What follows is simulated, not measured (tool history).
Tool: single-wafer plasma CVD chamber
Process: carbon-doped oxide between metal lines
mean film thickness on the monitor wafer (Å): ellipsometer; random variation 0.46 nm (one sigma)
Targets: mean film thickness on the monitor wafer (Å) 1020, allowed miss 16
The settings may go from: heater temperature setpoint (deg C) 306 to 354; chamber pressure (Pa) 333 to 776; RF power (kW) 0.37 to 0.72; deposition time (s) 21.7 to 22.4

run	hour	heater temperature setpoint (deg C)	chamber pressure (Pa)	RF power (kW)	deposition time (s)	mean film thickness on the monitor wafer (Å)
1	0	330	555	0.545	21.7	1219.2
2	7.2	330	555	0.515	21.7	1182.1
3	7.8	339	555	0.515	21.7	1143
4	12.5	329	555	0.515	21.7	1168.4
5	17.4	319	555	0.515	21.7	1226.7
6	21.4	327	497	0.5	21.7	1149.5
7	24.5	327	497	0.5	21.7	1148.8
8	32.2	333	459	0.495	21.7	1096.6
9	34.2	337	443	0.495	21.7	1075.3
10	35.6	340	431	0.495	21.7	1062.3
11	41.2	343	421	0.495	21.7	1056.8
12	46.8	349	367	0.48	21.7	993.42

Which of these 4 next moves meets every target?
A	52.4	341	519	0.43	22.4	?
B	52.4	347	335	0.46	22	?
C	52.4	343	391	0.43	22.3	?
D	52.4	354	364	0.475	21.7	?

move	mean film thickness on the monitor wafer (Å)
A	1007.3
B	979.14
C	961.98
D	974.13
A: meets every target
B: further off than the last run
C: further off than the last run
D: further off than the last run
Answer: A
